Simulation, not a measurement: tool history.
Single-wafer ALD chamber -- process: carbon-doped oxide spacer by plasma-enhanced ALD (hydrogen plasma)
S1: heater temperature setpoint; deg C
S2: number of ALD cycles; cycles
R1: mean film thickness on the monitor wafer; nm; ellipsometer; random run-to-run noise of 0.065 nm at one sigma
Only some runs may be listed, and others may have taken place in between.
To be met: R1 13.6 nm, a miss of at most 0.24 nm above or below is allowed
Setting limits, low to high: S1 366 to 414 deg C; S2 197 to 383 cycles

{"run": 1, "day": 0.0, "S1": 390, "S2": 290, "R1": 15.256}
{"run": 2, "day": 0.321, "S1": 390, "S2": 281, "R1": 14.751}
{"run": 3, "day": 0.675, "S1": 390, "S2": 296, "R1": 15.65}
{"run": 4, "day": 0.871, "S1": 395, "S2": 296, "R1": 15.515}
{"run": 5, "day": 1.05, "S1": 395, "S2": 318, "R1": 16.756}
{"run": 6, "day": 1.338, "S1": 385, "S2": 318, "R1": 16.799}
{"run": 7, "day": 1.608, "S1": 385, "S2": 302, "R1": 15.807}
{"run": 8, "day": 1.929, "S1": 385, "S2": 291, "R1": 15.245}
{"run": 9, "day": 2.204, "S1": 385, "S2": 291, "R1": 15.21}
{"run": 10, "day": 2.396, "S1": 385, "S2": 283, "R1": 14.788}
{"run": 11, "day": 2.738, "S1": 385, "S2": 277, "R1": 14.67}
{"run": 12, "day": 2.862, "S1": 385, "S2": 277, "R1": 14.599}
{"run": 13, "day": 2.979, "S1": 385, "S2": 271, "R1": 14.214}
{"run": 14, "day": 3.067, "S1": 385, "S2": 268, "R1": 14.106}
{"run": 15, "day": 3.279, "S1": 385, "S2": 265, "R1": 13.923}

Of the 5 settings listed for the next run, only one would bring every result within its allowed miss of target. Which one?
{"run": "A", "day": 3.492, "S1": 390, "S2": 268, "R1": "?"}
{"run": "B", "day": 3.492, "S1": 374, "S2": 274, "R1": "?"}
{"run": "C", "day": 3.492, "S1": 388, "S2": 281, "R1": "?"}
{"run": "D", "day": 3.492, "S1": 380, "S2": 276, "R1": "?"}
{"run": "E", "day": 3.492, "S1": 382, "S2": 258, "R1": "?"}

move=A R1=14.051
move=B R1=14.366
move=C R1=14.733
move=D R1=14.471
move=E R1=13.527
A: misses by more than the last run did
B: misses by more than the last run did
C: misses by more than the last run did
D: misses by more than the last run did
E: every result within its allowed miss
Correct choice: E, which meets every target
